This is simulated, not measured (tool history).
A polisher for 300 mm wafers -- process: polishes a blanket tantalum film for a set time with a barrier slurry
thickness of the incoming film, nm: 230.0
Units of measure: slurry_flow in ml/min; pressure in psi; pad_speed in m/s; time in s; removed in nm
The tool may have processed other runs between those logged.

run 1 day=0 | slurry_flow=190 pressure=2.1 pad_speed=1.04 slurry_solids=1 time=31 | removed=56.582
run 2 day=0.258 | slurry_flow=190 pressure=1.8 pad_speed=0.94 slurry_solids=1 time=31 | removed=44.002
run 3 day=0.546 | slurry_flow=190 pressure=1.6 pad_speed=0.88 slurry_solids=1 time=31 | removed=36.606
run 4 day=0.771 | slurry_flow=150 pressure=1.6 pad_speed=0.88 slurry_solids=1 time=31 | removed=36.249
run 5 day=0.862 | slurry_flow=170 pressure=1.6 pad_speed=0.88 slurry_solids=1 time=31 | removed=37.093
run 6 day=0.925 | slurry_flow=170 pressure=1.3 pad_speed=0.88 slurry_solids=1 time=31 | removed=30.21
run 7 day=1.15 | slurry_flow=170 pressure=1.2 pad_speed=0.86 slurry_solids=1 time=31 | removed=27.269

Expected results for the next run?
run 8 day=1.438 | slurry_flow=165 pressure=1 pad_speed=0.8 slurry_solids=1 time=31 | removed=?

Logged for run 8: removed 21.239 nm.
